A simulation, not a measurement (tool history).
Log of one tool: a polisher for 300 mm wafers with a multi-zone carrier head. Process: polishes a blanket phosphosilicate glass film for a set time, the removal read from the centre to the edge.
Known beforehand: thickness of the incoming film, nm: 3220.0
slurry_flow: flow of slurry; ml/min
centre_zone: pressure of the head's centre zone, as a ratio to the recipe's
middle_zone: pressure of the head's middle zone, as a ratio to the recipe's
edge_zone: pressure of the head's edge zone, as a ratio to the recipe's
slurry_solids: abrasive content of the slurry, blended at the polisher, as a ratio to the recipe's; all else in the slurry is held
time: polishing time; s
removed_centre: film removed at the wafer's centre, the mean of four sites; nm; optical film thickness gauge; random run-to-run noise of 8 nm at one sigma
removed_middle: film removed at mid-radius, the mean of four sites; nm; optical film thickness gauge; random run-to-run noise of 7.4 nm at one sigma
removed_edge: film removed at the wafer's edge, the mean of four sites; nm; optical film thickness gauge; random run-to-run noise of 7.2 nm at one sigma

run 1 day=0 | slurry_flow=135 centre_zone=1 middle_zone=1 edge_zone=1 slurry_solids=1 time=59 | removed_centre=488.19 removed_middle=493.03 removed_edge=485.72
run 2 day=0.1 | slurry_flow=140 centre_zone=0.98 middle_zone=1 edge_zone=1.04 slurry_solids=1.1 time=60 | removed_centre=507.88 removed_middle=526.42 removed_edge=523.23
run 3 day=0.208 | slurry_flow=120 centre_zone=0.98 middle_zone=1 edge_zone=1.04 slurry_solids=1.1 time=60 | removed_centre=473.98 removed_middle=494.83 removed_edge=512.48
run 4 day=0.5 | slurry_flow=120 centre_zone=0.94 middle_zone=1 edge_zone=1.04 slurry_solids=1.1 time=60 | removed_centre=466.05 removed_middle=491.67 removed_edge=509.98
run 5 day=0.675 | slurry_flow=120 centre_zone=0.94 middle_zone=1 edge_zone=1.07 slurry_solids=1.1 time=60 | removed_centre=474.89 removed_middle=490.46 removed_edge=517.75
run 6 day=0.854 | slurry_flow=125 centre_zone=0.93 middle_zone=1.01 edge_zone=1.09 slurry_solids=1.2 time=61 | removed_centre=490.64 removed_middle=542.31 removed_edge=551.91
run 7 day=0.958 | slurry_flow=130 centre_zone=0.93 middle_zone=0.99 edge_zone=1.11 slurry_solids=1.25 time=62 | removed_centre=521.19 removed_middle=550.92 removed_edge=583.94
run 8 day=1.004 | slurry_flow=135 centre_zone=0.92 middle_zone=0.99 edge_zone=1.13 slurry_solids=1.3 time=62 | removed_centre=518.97 removed_middle=568.35 removed_edge=606.88
run 9 day=1.333 | slurry_flow=145 centre_zone=0.93 middle_zone=0.99 edge_zone=1.14 slurry_solids=1.35 time=62 | removed_centre=539.46 removed_middle=586.03 removed_edge=613.17

Run 10, settings as shown, results not yet in. Your forecast:
run 10 day=1.579 | slurry_flow=145 centre_zone=0.93 middle_zone=0.99 edge_zone=1.15 slurry_solids=1.4 time=63 | removed_centre=? removed_middle=? removed_edge=?

removed_centre: 568.91 nm
removed_middle: 603.86 nm
removed_edge: 638.95 nm
